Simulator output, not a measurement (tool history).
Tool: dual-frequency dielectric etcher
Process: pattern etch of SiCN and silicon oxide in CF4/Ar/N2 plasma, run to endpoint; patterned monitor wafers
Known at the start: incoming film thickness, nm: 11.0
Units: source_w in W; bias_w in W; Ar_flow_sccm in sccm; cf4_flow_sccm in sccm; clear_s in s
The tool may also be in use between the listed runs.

| run | hour | source_w | bias_w | Ar_flow_sccm | cf4_flow_sccm | clear_s |
|---|---|---|---|---|---|---|
| 1 | 0.0 | 450 | 70 | 132 | 44 | 13.800 |
| 2 | 7.4 | 480 | 70 | 132 | 44 | 13.212 |
| 3 | 8.8 | 480 | 70 | 132 | 36 | 13.628 |
| 4 | 12.9 | 480 | 62 | 132 | 36 | 14.022 |
| 5 | 21.9 | 480 | 62 | 132 | 41 | 13.724 |
| 6 | 25.2 | 430 | 61 | 133 | 41 | 14.731 |
| 7 | 32.8 | 390 | 58 | 136 | 40 | 15.781 |
| 8 | 40.2 | 360 | 56 | 138 | 40 | 16.709 |
| 9 | 47.2 | 340 | 55 | 138 | 40 | 17.515 |

The next listed run, before its measurement:
| 10 | 49.8 | 330 | 55 | 138 | 40 | ? |

Run 10 gave clear_s 17.578 s.

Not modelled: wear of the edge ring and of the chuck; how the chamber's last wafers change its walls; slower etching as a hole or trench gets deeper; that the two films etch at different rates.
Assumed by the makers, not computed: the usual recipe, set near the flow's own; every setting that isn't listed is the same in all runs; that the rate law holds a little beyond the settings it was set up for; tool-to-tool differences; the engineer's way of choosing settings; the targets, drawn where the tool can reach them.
